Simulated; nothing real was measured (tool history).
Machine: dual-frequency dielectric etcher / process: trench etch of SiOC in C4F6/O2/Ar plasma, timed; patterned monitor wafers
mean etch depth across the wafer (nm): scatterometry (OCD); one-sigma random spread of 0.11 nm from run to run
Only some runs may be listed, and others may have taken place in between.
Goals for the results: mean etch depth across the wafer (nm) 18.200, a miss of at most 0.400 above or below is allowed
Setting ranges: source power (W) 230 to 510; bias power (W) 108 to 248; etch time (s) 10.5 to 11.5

run	hour	source power (W)	bias power (W)	etch time (s)	mean etch depth across the wafer (nm)
1	0.0	370	178	11.5	21.444
2	8.7	420	178	11.5	22.218
3	9.4	420	178	10.5	20.303
4	17.9	400	163	10.5	19.319
5	20.2	450	163	10.5	20.105
6	20.8	500	163	10.5	21.198
7	23.5	460	158	10.5	20.011
8	25.0	460	158	10.5	20.033
9	26.3	430	155	10.5	19.599
10	32.7	410	151	10.5	18.867
11	38.2	410	151	10.5	18.972
12	45.8	400	149	10.5	18.945

Which one of the following 4 next-run settings gets every result inside its allowed miss? There is exactly one.
A	53.4	410	132	10.5	?
B	53.4	510	141	10.5	?
C	53.4	510	142	10.5	?
D	53.4	410	155	10.5	?

move	mean etch depth across the wafer (nm)
A	18.382
B	20.236
C	20.283
D	19.402
A: all results land within tolerance of their targets
B: lands further from the targets than the last run did
C: lands further from the targets than the last run did
D: lands further from the targets than the last run did
Move A is the one to make.
